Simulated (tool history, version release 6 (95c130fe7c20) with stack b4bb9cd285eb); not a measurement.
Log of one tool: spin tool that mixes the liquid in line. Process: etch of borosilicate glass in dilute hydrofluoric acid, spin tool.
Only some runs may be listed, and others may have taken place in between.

run    day  temperature setpoint of the liquid (C)  parts of water to one part of 49 % hydrofluoric acid (parts by volume)  time under the liquid (s)  thickness taken off the borosilicate glass on a monitor wafer (Å)
  1  0.000                                    25.0                                                                     110                         95                                                             200.41
  2  0.046                                    25.0                                                                     110                        100                                                             211.54
  3  0.108                                    21.5                                                                     110                        100                                                             183.44
  4  0.288                                    25.0                                                                     105                        100                                                             223.88
  5  0.462                                    23.5                                                                     105                        100                                                             209.49
  6  0.779                                    23.5                                                                     105                        100                                                             210.53
  7  1.000                                    26.0                                                                     100                        100                                                             247.26
  8  1.325                                    28.0                                                                     100                        100                                                             265.32
  9  1.608                                    29.5                                                                     100                        100                                                             281.04
 10  1.738                                    30.5                                                                     100                        100                                                             287.97
 11  1.912                                    31.0                                                                      95                        100                                                             316.61

What does the tool deliver on the next run?
 12  2.183                                    31.5                                                                      95                        100                                                                  ?

Run 12 gave thickness taken off the borosilicate glass on a monitor wafer (Å) 319.52.

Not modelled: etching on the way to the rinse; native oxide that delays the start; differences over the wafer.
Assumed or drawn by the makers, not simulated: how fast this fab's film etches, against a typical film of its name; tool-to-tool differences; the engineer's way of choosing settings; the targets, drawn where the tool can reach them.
